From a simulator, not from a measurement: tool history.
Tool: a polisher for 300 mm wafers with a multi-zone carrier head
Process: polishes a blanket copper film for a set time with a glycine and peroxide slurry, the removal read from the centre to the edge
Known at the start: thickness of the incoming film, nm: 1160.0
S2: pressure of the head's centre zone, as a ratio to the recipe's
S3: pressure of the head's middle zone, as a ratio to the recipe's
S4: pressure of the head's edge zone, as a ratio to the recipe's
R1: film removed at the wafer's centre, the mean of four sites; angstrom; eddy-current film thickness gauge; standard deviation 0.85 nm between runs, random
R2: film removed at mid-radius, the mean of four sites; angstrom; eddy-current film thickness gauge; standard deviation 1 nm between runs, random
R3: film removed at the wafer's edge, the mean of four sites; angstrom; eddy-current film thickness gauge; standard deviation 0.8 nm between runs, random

Run 1, hour 0: flow of slurry (ml/min) 130, S2 1, S3 1, S4 1, polishing time (s) 33. Result: R1 1504.4 angstrom, R2 1493.8 angstrom, R3 1493.4 angstrom.
Run 2, hour 8.7: flow of slurry (ml/min) 130, S2 1, S3 1, S4 0.97, polishing time (s) 33. Result: R1 1495.5 angstrom, R2 1507.2 angstrom, R3 1478.6 angstrom.
Run 3, hour 14.3: flow of slurry (ml/min) 120, S2 1.01, S3 0.96, S4 0.96, polishing time (s) 32. Result: R1 1424.9 angstrom, R2 1399 angstrom, R3 1417.6 angstrom.
Run 4, hour 17.3: flow of slurry (ml/min) 120, S2 1.01, S3 0.96, S4 0.96, polishing time (s) 35. Result: R1 1558.6 angstrom, R2 1522 angstrom, R3 1551.9 angstrom.
Run 5, hour 24.4: flow of slurry (ml/min) 120, S2 1.03, S3 0.93, S4 0.96, polishing time (s) 33. Result: R1 1511 angstrom, R2 1393.9 angstrom, R3 1456.2 angstrom.
At hour 26.6: worn pad replaced by a new one.
Run 6, hour 26.6: flow of slurry (ml/min) 120, S2 1.03, S3 0.93, S4 0.89, polishing time (s) 33. Result: R1 1694.2 angstrom, R2 1573.5 angstrom, R3 1586 angstrom.
Run 7, hour 27.3: flow of slurry (ml/min) 120, S2 1.05, S3 0.92, S4 0.94, polishing time (s) 32. Result: R1 1653.7 angstrom, R2 1472.6 angstrom, R3 1571 angstrom.
Run 8, hour 32.7: flow of slurry (ml/min) 95, S2 1.04, S3 0.82, S4 0.88, polishing time (s) 23. Result: R1 1097.2 angstrom, R2 909.68 angstrom, R3 1042.6 angstrom.

Predict the results of run 9:
Run 9, hour 35.2: flow of slurry (ml/min) 130, S2 1.03, S3 0.83, S4 0.96, polishing time (s) 23. Result: R1 ?, R2 ?, R3 ?.

Logged for run 9: R1 1203.2 angstrom, R2 1009.2 angstrom, R3 1161.2 angstrom.
